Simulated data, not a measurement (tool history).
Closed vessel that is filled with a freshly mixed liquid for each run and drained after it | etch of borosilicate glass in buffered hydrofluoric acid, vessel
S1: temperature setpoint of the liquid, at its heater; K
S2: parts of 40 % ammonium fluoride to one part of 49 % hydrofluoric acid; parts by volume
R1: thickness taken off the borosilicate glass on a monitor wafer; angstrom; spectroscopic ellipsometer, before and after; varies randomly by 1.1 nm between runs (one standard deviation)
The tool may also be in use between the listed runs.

{"run": 1, "hour": 0.0, "S1": 295.15, "S2": 9.5, "time in the liquid (s)": 85, "R1": 918.7}
{"run": 2, "hour": 6.4, "S1": 295.15, "S2": 9.5, "time in the liquid (s)": 95, "R1": 1024.7}
{"run": 3, "hour": 7.8, "S1": 297.15, "S2": 9.5, "time in the liquid (s)": 95, "R1": 1151.7}
{"run": 4, "hour": 9.6, "S1": 297.15, "S2": 7.5, "time in the liquid (s)": 95, "R1": 1463}
{"run": 5, "hour": 12.2, "S1": 297.65, "S2": 7.5, "time in the liquid (s)": 95, "R1": 1489.3}
{"run": 6, "hour": 18.7, "S1": 298.15, "S2": 7.5, "time in the liquid (s)": 95, "R1": 1520.8}

Predict the results of run 7:
{"run": 7, "hour": 25.5, "S1": 298.15, "S2": 7.5, "time in the liquid (s)": 95, "R1": "?"}

{"run 7": {"R1": 1524.4}}

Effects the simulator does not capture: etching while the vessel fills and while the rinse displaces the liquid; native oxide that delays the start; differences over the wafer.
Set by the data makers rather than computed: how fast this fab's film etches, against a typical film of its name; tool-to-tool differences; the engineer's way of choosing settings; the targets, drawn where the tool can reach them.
